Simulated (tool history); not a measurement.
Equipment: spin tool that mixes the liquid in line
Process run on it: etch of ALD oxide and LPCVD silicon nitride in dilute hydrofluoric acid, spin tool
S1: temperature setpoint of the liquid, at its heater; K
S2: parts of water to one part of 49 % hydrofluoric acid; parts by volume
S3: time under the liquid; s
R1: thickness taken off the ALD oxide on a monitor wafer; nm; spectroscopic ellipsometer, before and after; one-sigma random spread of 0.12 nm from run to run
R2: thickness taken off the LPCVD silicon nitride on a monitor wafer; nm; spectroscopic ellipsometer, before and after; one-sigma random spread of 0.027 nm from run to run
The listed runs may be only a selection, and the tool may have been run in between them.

run	hour	S1	S2	S3	R1	R2
1	0	295.15	65	70	11.722	0.46251
2	1.5	295.65	65	70	11.985	0.44737
3	2.7	296.15	65	70	12.001	0.47059
4	8.9	296.65	65	70	12.485	0.52055
5	17.6	294.65	65	70	11.463	0.39669
6	25.3	294.65	80	70	9.0654	0.35583

Estimate the outcome of run 7 from the log above:
7	27.4	295.15	75	70	?	?

Run 7 measured R1 9.8025 nm, R2 0.40962 nm.
